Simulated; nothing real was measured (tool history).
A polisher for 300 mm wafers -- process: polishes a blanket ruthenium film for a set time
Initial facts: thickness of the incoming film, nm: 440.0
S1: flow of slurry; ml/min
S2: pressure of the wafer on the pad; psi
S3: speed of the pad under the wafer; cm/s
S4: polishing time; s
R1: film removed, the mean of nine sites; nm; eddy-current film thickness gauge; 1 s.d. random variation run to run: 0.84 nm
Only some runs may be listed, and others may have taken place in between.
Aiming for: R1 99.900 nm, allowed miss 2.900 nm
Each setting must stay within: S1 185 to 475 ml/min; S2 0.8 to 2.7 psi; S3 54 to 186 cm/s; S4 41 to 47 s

Run 1, hour 0.0: S1 305 ml/min, S2 1.7 psi, S3 118 cm/s, S4 47 s. Result: R1 60.371 nm.
Run 2, hour 1.5: S1 375 ml/min, S2 1.7 psi, S3 118 cm/s, S4 47 s. Result: R1 61.738 nm.
Run 3, hour 6.4: S1 375 ml/min, S2 1.3 psi, S3 118 cm/s, S4 47 s. Result: R1 48.252 nm.
Run 4, hour 13.9: S1 375 ml/min, S2 1.3 psi, S3 118 cm/s, S4 41 s. Result: R1 41.572 nm.
Run 5, hour 19.8: S1 375 ml/min, S2 1.6 psi, S3 118 cm/s, S4 41 s. Result: R1 50.604 nm.
Run 6, hour 22.3: S1 450 ml/min, S2 1.6 psi, S3 118 cm/s, S4 41 s. Result: R1 51.314 nm.
Run 7, hour 28.1: S1 450 ml/min, S2 1.9 psi, S3 118 cm/s, S4 41 s. Result: R1 59.571 nm.
Run 8, hour 29.5: S1 450 ml/min, S2 2.1 psi, S3 120 cm/s, S4 41 s. Result: R1 67.519 nm.
Run 9, hour 34.3: S1 450 ml/min, S2 2.3 psi, S3 122 cm/s, S4 41 s. Result: R1 73.385 nm.
Run 10, hour 42.2: S1 450 ml/min, S2 2.3 psi, S3 122 cm/s, S4 41 s. Result: R1 73.919 nm.
Run 11, hour 48.8: S1 450 ml/min, S2 2.7 psi, S3 132 cm/s, S4 41 s. Result: R1 90.561 nm.
Run 12, hour 54.7: S1 450 ml/min, S2 2.7 psi, S3 148 cm/s, S4 41 s. Result: R1 104.270 nm.

5 candidate next runs follow, results not yet known. Just one meets every target within its allowed miss. Identify it.
Run A, hour 60.6: S1 350 ml/min, S2 2.7 psi, S3 152 cm/s, S4 45 s. Result: R1 ?.
Run B, hour 60.6: S1 475 ml/min, S2 2.7 psi, S3 138 cm/s, S4 47 s. Result: R1 ?.
Run C, hour 60.6: S1 410 ml/min, S2 2.7 psi, S3 136 cm/s, S4 47 s. Result: R1 ?.
Run D, hour 60.6: S1 390 ml/min, S2 2.6 psi, S3 146 cm/s, S4 46 s. Result: R1 ?.
Run E, hour 60.6: S1 435 ml/min, S2 2.4 psi, S3 146 cm/s, S4 45 s. Result: R1 ?.

move       R1
   A  113.120
   B  109.840
   C  107.280
   D  108.240
   E   99.047
A: moves away from the targets compared with the last run
B: moves away from the targets compared with the last run
C: moves away from the targets compared with the last run
D: moves away from the targets compared with the last run
E: every result lands within tolerance
Correct choice: E, which meets every target

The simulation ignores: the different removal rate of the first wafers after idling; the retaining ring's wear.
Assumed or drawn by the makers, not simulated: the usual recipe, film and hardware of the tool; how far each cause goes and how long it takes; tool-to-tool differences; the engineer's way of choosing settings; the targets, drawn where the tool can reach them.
